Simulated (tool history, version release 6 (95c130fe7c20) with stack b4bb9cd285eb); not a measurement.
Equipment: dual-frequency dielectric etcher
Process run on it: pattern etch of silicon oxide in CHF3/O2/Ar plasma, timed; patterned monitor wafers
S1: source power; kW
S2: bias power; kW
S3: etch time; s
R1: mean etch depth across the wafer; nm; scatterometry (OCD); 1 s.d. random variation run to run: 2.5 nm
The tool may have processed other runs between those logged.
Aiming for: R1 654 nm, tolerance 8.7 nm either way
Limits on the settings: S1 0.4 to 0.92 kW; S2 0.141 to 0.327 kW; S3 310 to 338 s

run    day    S1     S2   S3      R1
  1      0  0.66  0.234  338  748.17
  2  0.125  0.59  0.234  338  711.54
  3  0.208  0.56  0.233  338  682.78
  4  0.479  0.56  0.233  310  626.59
  5  0.654  0.57  0.233  310  633.53
  6  0.838  0.57  0.233  338  690.53
  7  0.925  0.56  0.233  338  685.43
  8  1.125  0.47   0.23  338  613.98
  9  1.408  0.54  0.231  338   665.2

Exactly one of the 5 candidate moves below puts every result within its allowed miss. Which one?
  A  1.692  0.52   0.25  329.5   ?
  B  1.692  0.59  0.217  329.5   ?
  C  1.692  0.56  0.237    335   ?
  D  1.692  0.55  0.248    310   ?
  E  1.692  0.55  0.231  316.5   ?

move      R1
   A  656.84
   B  673.97
   C  684.51
   D  636.29
   E  635.02
A: all results land within tolerance of their targets
B: the biggest miss grows against the last run
C: the biggest miss grows against the last run
D: moves the result that the last run missed by most past its target, out the other side
E: moves the result that the last run missed by most past its target, out the other side
A meets every target.
